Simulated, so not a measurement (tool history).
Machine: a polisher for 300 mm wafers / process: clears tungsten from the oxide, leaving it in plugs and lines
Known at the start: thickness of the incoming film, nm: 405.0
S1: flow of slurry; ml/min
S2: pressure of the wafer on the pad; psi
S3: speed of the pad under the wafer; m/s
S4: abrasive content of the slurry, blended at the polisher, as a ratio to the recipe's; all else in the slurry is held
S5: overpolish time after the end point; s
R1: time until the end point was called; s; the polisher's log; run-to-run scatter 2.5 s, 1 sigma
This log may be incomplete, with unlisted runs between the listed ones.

Run 1, hour 0: S1 155 ml/min, S2 2.4 psi, S3 1.18 m/s, S4 1, S5 44 s. Result: R1 123.83 s.
Run 2, hour 8: S1 155 ml/min, S2 2.4 psi, S3 1.36 m/s, S4 1, S5 44 s. Result: R1 109.23 s.
Run 3, hour 14.1: S1 155 ml/min, S2 2.1 psi, S3 1.34 m/s, S4 1, S5 44 s. Result: R1 122.47 s.
Run 4, hour 16.1: S1 155 ml/min, S2 1.9 psi, S3 1.32 m/s, S4 1, S5 44 s. Result: R1 139.81 s.
Run 5, hour 18.1: S1 140 ml/min, S2 1.9 psi, S3 1.32 m/s, S4 1, S5 44 s. Result: R1 140.92 s.
Run 6, hour 24.9: S1 140 ml/min, S2 1.9 psi, S3 1.32 m/s, S4 1, S5 44 s. Result: R1 143.13 s.
Run 7, hour 28.1: S1 135 ml/min, S2 1.8 psi, S3 1.32 m/s, S4 1, S5 44 s. Result: R1 149.69 s.

Estimate the outcome of run 8 from the log above:
Run 8, hour 31.9: S1 130 ml/min, S2 1.7 psi, S3 1.32 m/s, S4 1, S5 44 s. Result: R1 ?.

R1: 161.42 s
